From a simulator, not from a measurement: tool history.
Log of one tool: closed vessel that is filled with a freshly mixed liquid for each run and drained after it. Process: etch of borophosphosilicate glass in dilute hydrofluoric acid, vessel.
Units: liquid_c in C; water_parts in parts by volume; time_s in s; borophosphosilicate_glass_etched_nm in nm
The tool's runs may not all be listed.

run	hour	liquid_c	water_parts	time_s	borophosphosilicate_glass_etched_nm
1	0	25	110	95	40.479
2	7.9	25	110	105	45.084
3	9.2	25	110	105	45.22
4	11	25	145	105	32.667
5	13.7	28	145	105	35.87
6	15.3	29	130	105	42.934
7	22.3	29.5	115	105	50.556
8	24.7	30	105	105	56.845
9	33.7	30.5	95	105	64.988
10	41.8	31	90	105	70.336

The next listed run, before its measurement:
11	46.9	31.5	85	105	?

{"run 11": {"borophosphosilicate_glass_etched_nm": 76.585}}
